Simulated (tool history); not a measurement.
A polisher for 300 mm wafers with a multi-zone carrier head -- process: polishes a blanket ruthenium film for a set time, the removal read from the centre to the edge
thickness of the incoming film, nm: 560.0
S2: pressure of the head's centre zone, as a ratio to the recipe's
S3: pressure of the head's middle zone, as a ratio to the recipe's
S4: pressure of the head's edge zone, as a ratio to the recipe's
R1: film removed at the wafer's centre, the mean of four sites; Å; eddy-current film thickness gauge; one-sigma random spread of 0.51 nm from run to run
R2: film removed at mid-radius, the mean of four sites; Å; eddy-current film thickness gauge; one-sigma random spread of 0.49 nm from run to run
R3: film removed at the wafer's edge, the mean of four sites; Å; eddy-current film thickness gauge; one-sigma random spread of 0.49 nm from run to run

run 1 hour=0 | flow_of_slurry_(ml/min)=130 S2=1 S3=1 S4=1 polishing_time_(s)=46 | R1=443.09 R2=436.52 R3=445.75
run 2 hour=8.3 | flow_of_slurry_(ml/min)=140 S2=1.03 S3=1.03 S4=1.04 polishing_time_(s)=47 | R1=479.07 R2=478.5 R3=461.91
run 3 hour=14.5 | flow_of_slurry_(ml/min)=145 S2=1.04 S3=1.02 S4=1.07 polishing_time_(s)=49 | R1=514.22 R2=490.71 R3=493.2
run 4 hour=20 | flow_of_slurry_(ml/min)=145 S2=1.04 S3=1.02 S4=1.07 polishing_time_(s)=60 | R1=620.81 R2=610.13 R3=615.15
run 5 hour=25.1 | flow_of_slurry_(ml/min)=145 S2=1.04 S3=1.02 S4=1.07 polishing_time_(s)=67 | R1=693.32 R2=678.67 R3=677.6
run 6 hour=26.3 | flow_of_slurry_(ml/min)=145 S2=1.04 S3=0.94 S4=1.07 polishing_time_(s)=67 | R1=699.87 R2=630.37 R3=688.42
run 7 hour=28 | flow_of_slurry_(ml/min)=135 S2=1.04 S3=0.95 S4=1.02 polishing_time_(s)=67 | R1=682.31 R2=628.22 R3=652.2
run 8 hour=29.1 | flow_of_slurry_(ml/min)=125 S2=1.04 S3=0.95 S4=1 polishing_time_(s)=67 | R1=666.06 R2=610.17 R3=639.43
run 9 hour=30.1 | flow_of_slurry_(ml/min)=115 S2=1.04 S3=0.96 S4=0.97 polishing_time_(s)=67 | R1=651.56 R2=596.8 R3=622.42

What will run 10 give?
run 10 hour=31.6 | flow_of_slurry_(ml/min)=110 S2=1.04 S3=0.97 S4=0.94 polishing_time_(s)=67 | R1=? R2=? R3=?

R1: 635.31 Å
R2: 609.21 Å
R3: 619.92 Å
